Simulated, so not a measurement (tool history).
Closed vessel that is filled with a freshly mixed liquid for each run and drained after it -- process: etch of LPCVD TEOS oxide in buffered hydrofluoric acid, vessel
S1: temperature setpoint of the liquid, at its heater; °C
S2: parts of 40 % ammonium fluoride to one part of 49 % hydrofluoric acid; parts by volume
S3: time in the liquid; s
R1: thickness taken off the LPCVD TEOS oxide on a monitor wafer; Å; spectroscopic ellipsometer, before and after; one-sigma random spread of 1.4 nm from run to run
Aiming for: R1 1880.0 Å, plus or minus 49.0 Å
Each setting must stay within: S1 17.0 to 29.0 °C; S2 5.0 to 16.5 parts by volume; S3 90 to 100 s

run	hour	S1	S2	S3	R1
1	0.0	21.0	10.0	90	1358.6
2	4.0	21.0	7.5	90	1766.9
3	11.0	21.0	6.5	90	2042.0
4	19.0	20.5	6.5	90	2001.8
5	22.0	20.5	6.5	90	2006.5
6	28.5	20.5	6.5	100	2225.1
7	29.0	19.5	6.5	100	2110.0
8	37.1	19.0	6.5	100	2055.5
9	46.0	18.5	6.5	100	1987.0

Which of these 5 next moves meets every target?
A	54.9	20.5	6.5	95	?
B	54.9	20.0	6.0	90	?
C	54.9	18.0	6.0	100	?
D	54.9	18.0	6.0	90	?
E	54.9	21.0	6.5	95	?

move	R1
A	2105.4
B	2101.5
C	2086.4
D	1877.8
E	2164.8
A: further off than the last run
B: further off than the last run
C: further off than the last run
D: every result lands within tolerance
E: further off than the last run
The move that meets every target is D.

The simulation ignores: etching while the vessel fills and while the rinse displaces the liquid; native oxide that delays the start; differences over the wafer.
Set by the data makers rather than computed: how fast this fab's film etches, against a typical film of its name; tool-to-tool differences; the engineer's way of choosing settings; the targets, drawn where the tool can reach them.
